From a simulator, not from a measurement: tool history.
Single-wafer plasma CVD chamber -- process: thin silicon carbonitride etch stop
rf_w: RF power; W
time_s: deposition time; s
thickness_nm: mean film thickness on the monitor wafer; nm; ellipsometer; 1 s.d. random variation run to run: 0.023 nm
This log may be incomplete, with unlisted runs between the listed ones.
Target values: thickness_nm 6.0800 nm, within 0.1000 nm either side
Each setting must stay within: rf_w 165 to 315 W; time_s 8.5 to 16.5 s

| run | day | rf_w | time_s | thickness_nm |
|---|---|---|---|---|
| 1 | 0.000 | 240 | 12.5 | 7.0534 |
| 2 | 0.304 | 240 | 13.5 | 7.6416 |
| 3 | 0.458 | 225 | 12.9 | 7.1292 |
| 4 | 0.712 | 210 | 12.9 | 6.8820 |
| 5 | 0.912 | 240 | 12.9 | 7.2970 |
|  | 1.175 | thermocouple changed; heater temperature recalibrated |
| 6 | 1.175 | 220 | 12.6 | 6.8668 |
| 7 | 1.288 | 205 | 12.5 | 6.7191 |
| 8 | 1.329 | 195 | 12.3 | 6.4280 |
| 9 | 1.508 | 185 | 12.3 | 6.2824 |
| 10 | 1.571 | 180 | 12.3 | 6.2618 |

Exactly one of the 4 candidate moves below puts every result within its allowed miss. Which one?
| A | 1.633 | 185 | 11.9 | ? |
| B | 1.633 | 180 | 11.5 | ? |
| C | 1.633 | 205 | 11.1 | ? |
| D | 1.633 | 215 | 11.5 | ? |

| move | thickness_nm |
|---|---|
| A | 6.0766 |
| B | 5.8112 |
| C | 5.8911 |
| D | 6.2116 |
A: every result within its allowed miss
B: takes the biggest miss from the last run beyond its target
C: takes the biggest miss from the last run beyond its target
D: nearer than the last run, and not there yet
Move A is the one to make.
